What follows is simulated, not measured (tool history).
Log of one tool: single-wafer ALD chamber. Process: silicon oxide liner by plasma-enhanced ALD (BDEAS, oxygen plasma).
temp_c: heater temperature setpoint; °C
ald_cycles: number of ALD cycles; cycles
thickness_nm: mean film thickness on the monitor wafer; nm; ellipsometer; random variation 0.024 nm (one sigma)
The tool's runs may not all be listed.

run 1 day=0 | temp_c=320 ald_cycles=80 | thickness_nm=7.0742
run 2 day=0.2 | temp_c=320 ald_cycles=84 | thickness_nm=7.4219
run 3 day=0.538 | temp_c=326 ald_cycles=84 | thickness_nm=7.3822
run 4 day=0.892 | temp_c=326 ald_cycles=87 | thickness_nm=7.6572
run 5 day=1.05 | temp_c=334 ald_cycles=87 | thickness_nm=7.5775
run 6 day=1.4 | temp_c=334 ald_cycles=89 | thickness_nm=7.7123

Run 7 comes next. What will it give?
run 7 day=1.767 | temp_c=334 ald_cycles=90 | thickness_nm=?

Run 7 gave thickness_nm 7.825 nm.

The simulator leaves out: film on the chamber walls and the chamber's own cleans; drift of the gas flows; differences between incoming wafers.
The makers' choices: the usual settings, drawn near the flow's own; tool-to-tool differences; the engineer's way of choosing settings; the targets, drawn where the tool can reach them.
